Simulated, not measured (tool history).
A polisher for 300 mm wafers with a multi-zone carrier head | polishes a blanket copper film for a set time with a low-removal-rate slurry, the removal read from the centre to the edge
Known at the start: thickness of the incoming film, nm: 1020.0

| run | day | flow of slurry (ml/min) | pressure of the head's centre zone | pressure of the head's middle zone | pressure of the head's edge zone | abrasive content of the slurry | polishing time (s) | film removed at the wafer's centre (Å) | film removed at mid-radius (Å) | film removed at the wafer's edge (Å) |
|---|---|---|---|---|---|---|---|---|---|---|
| 1 | 0 | 245 | 1 | 1 | 1 | 1 | 39 | 904.69 | 911.86 | 903.14 |
| 2 | 0.088 | 240 | 0.98 | 0.99 | 1 | 1 | 39 | 894.08 | 886.57 | 923.03 |
| 3 | 0.433 | 240 | 0.98 | 0.99 | 1 | 0.8 | 39 | 820.7 | 822.11 | 864.49 |
| 4 | 0.554 | 235 | 0.97 | 0.99 | 1 | 0.8 | 39 | 813.47 | 875.63 | 833.64 |
| 5 | 0.762 | 235 | 0.96 | 0.98 | 1.01 | 0.8 | 39 | 803.28 | 840.03 | 852.55 |
| 6 | 1.104 | 235 | 0.95 | 0.97 | 1.02 | 0.8 | 39 | 803.29 | 844.69 | 863.28 |
| 7 | 1.242 | 235 | 0.94 | 0.96 | 1.03 | 0.8 | 39 | 786.43 | 825 | 874.56 |

Run 8 comes next. What will it give?
| 8 | 1.467 | 235 | 0.93 | 0.96 | 1.03 | 0.8 | 39 | ? | ? | ? |

film removed at the wafer's centre (Å): 765.71
film removed at mid-radius (Å): 828.9
film removed at the wafer's edge (Å): 869.92

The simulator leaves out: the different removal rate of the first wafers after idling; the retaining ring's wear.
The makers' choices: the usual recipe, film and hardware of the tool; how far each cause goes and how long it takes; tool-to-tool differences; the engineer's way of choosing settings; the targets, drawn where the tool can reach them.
